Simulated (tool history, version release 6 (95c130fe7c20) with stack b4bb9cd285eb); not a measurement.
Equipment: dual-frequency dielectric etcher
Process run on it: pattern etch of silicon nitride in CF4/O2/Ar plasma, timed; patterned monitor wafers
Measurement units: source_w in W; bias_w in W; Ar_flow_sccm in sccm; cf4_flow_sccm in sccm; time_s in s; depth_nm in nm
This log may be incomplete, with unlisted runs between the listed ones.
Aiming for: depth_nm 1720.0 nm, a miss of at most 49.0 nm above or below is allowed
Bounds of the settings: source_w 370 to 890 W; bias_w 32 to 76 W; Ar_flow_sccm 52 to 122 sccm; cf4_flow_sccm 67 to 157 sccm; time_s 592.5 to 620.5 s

{"run": 1, "hour": 0.0, "source_w": 630, "bias_w": 54, "Ar_flow_sccm": 87, "cf4_flow_sccm": 112, "time_s": 592.5, "depth_nm": 1421.8}
{"run": 2, "hour": 8.6, "source_w": 630, "bias_w": 54, "Ar_flow_sccm": 87, "cf4_flow_sccm": 104, "time_s": 592.5, "depth_nm": 1414.0}
{"run": 3, "hour": 10.7, "source_w": 710, "bias_w": 54, "Ar_flow_sccm": 87, "cf4_flow_sccm": 104, "time_s": 592.5, "depth_nm": 1563.7}
{"run": 4, "hour": 14.5, "source_w": 730, "bias_w": 54, "Ar_flow_sccm": 87, "cf4_flow_sccm": 104, "time_s": 592.5, "depth_nm": 1611.8}
{"run": 5, "hour": 19.5, "source_w": 630, "bias_w": 54, "Ar_flow_sccm": 87, "cf4_flow_sccm": 104, "time_s": 592.5, "depth_nm": 1410.3}
{"run": 6, "hour": 28.3, "source_w": 630, "bias_w": 48, "Ar_flow_sccm": 87, "cf4_flow_sccm": 104, "time_s": 592.5, "depth_nm": 1340.1}
{"run": 7, "hour": 30.3, "source_w": 690, "bias_w": 49, "Ar_flow_sccm": 87, "cf4_flow_sccm": 104, "time_s": 592.5, "depth_nm": 1465.9}
{"run": 8, "hour": 31.0, "source_w": 730, "bias_w": 49, "Ar_flow_sccm": 87, "cf4_flow_sccm": 104, "time_s": 592.5, "depth_nm": 1544.6}

4 next moves are on the table. One of them brings every result within its allowed miss. Which?
{"run": "A", "hour": 31.7, "source_w": 790, "bias_w": 45, "Ar_flow_sccm": 84, "cf4_flow_sccm": 108, "time_s": 620.5, "depth_nm": "?"}
{"run": "B", "hour": 31.7, "source_w": 610, "bias_w": 59, "Ar_flow_sccm": 103, "cf4_flow_sccm": 79, "time_s": 592.5, "depth_nm": "?"}
{"run": "C", "hour": 31.7, "source_w": 760, "bias_w": 49, "Ar_flow_sccm": 97, "cf4_flow_sccm": 76, "time_s": 605.5, "depth_nm": "?"}
{"run": "D", "hour": 31.7, "source_w": 670, "bias_w": 54, "Ar_flow_sccm": 88, "cf4_flow_sccm": 138, "time_s": 592.5, "depth_nm": "?"}

move=A depth_nm=1705.6
move=B depth_nm=1342.0
move=C depth_nm=1555.1
move=D depth_nm=1530.1
A: meets every target
B: its largest miss is bigger than the last run's
C: moves toward the targets from the last run without getting all of them in spec
D: its largest miss is bigger than the last run's
Go with A: it meets all targets.
